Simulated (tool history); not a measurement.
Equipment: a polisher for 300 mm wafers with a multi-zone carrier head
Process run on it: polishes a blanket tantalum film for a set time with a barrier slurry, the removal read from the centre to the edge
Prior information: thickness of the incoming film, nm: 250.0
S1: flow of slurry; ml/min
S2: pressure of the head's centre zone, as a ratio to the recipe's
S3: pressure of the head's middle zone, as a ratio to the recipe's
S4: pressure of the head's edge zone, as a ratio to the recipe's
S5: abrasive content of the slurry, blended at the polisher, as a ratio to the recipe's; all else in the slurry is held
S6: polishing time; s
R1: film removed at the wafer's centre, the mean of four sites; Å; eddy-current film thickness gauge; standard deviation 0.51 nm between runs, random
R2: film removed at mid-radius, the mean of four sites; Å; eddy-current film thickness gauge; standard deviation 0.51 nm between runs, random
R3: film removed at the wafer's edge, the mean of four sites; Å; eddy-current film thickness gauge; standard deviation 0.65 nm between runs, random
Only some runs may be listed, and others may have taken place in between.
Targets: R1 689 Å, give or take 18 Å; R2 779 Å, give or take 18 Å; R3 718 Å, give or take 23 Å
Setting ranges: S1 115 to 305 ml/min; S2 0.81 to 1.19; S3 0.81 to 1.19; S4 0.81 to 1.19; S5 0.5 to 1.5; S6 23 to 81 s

run 1 hour=0 | S1=195 S2=1 S3=1 S4=1 S5=1 S6=52 | R1=542.46 R2=555.82 R3=550.6
run 2 hour=9 | S1=230 S2=1 S3=1 S4=1 S5=1 S6=52 | R1=547.48 R2=563.31 R3=550.74
run 3 hour=10.3 | S1=230 S2=1.01 S3=1.02 S4=1.02 S5=1.05 S6=52 | R1=565.89 R2=584.83 R3=559.28
run 4 hour=11.6 | S1=220 S2=1.01 S3=1.03 S4=1.03 S5=1.1 S6=53 | R1=580.35 R2=587.77 R3=581.87
run 5 hour=15.3 | S1=220 S2=1.01 S3=1.03 S4=0.97 S5=1.1 S6=53 | R1=577.13 R2=597.38 R3=565.07
run 6 hour=21.3 | S1=225 S2=1.01 S3=1.05 S4=0.99 S5=1.15 S6=54 | R1=594.26 R2=619.89 R3=580.03
run 7 hour=27.5 | S1=225 S2=1 S3=1.07 S4=1.01 S5=1.2 S6=55 | R1=603.85 R2=650.57 R3=598.06
run 8 hour=33.6 | S1=265 S2=1 S3=1.12 S4=1.11 S5=1.45 S6=57 | R1=664.69 R2=734.97 R3=675.11
run 9 hour=36.6 | S1=265 S2=1 S3=1.12 S4=1.12 S5=1.45 S6=57 | R1=664.62 R2=735.49 R3=694.05
run 10 hour=43 | S1=270 S2=1 S3=1.13 S4=1.12 S5=1.45 S6=57 | R1=662.72 R2=739.24 R3=680.57
run 11 hour=48.7 | S1=270 S2=1 S3=1.13 S4=1.13 S5=1.45 S6=57 | R1=668.78 R2=743.52 R3=685.77
run 12 hour=51.4 | S1=270 S2=1 S3=1.13 S4=1.14 S5=1.45 S6=57 | R1=666.52 R2=745.76 R3=703.47
run 13 hour=57.4 | S1=270 S2=1 S3=1.13 S4=1.14 S5=1.45 S6=57 | R1=666.9 R2=739.69 R3=708.54
run 14 hour=62.9 | S1=270 S2=1 S3=1.13 S4=1.14 S5=1.45 S6=57 | R1=665.17 R2=736.93 R3=701.15

Of the 4 settings listed for the next run, only one would bring every result within its allowed miss of target. Which one?
run A hour=68.4 | S1=210 S2=0.98 S3=1.05 S4=1.09 S5=1.5 S6=57 | R1=? R2=? R3=?
run B hour=68.4 | S1=260 S2=0.99 S3=1.14 S4=1.11 S5=1.5 S6=60 | R1=? R2=? R3=?
run C hour=68.4 | S1=265 S2=1.04 S3=1 S4=1.19 S5=1.5 S6=58 | R1=? R2=? R3=?
run D hour=68.4 | S1=270 S2=0.98 S3=1.14 S4=1.17 S5=1.4 S6=57 | R1=? R2=? R3=?

move=A R1=637.84 R2=693.27 R3=677.78
move=B R1=698.58 R2=796.07 R3=733.51
move=C R1=710.7 R2=699.89 R3=737.36
move=D R1=652.39 R2=750.73 R3=710.05
A: its largest miss is bigger than the last run's
B: each result inside its tolerance
C: its largest miss is bigger than the last run's
D: moves toward the targets from the last run without getting all of them in spec
B meets every target.

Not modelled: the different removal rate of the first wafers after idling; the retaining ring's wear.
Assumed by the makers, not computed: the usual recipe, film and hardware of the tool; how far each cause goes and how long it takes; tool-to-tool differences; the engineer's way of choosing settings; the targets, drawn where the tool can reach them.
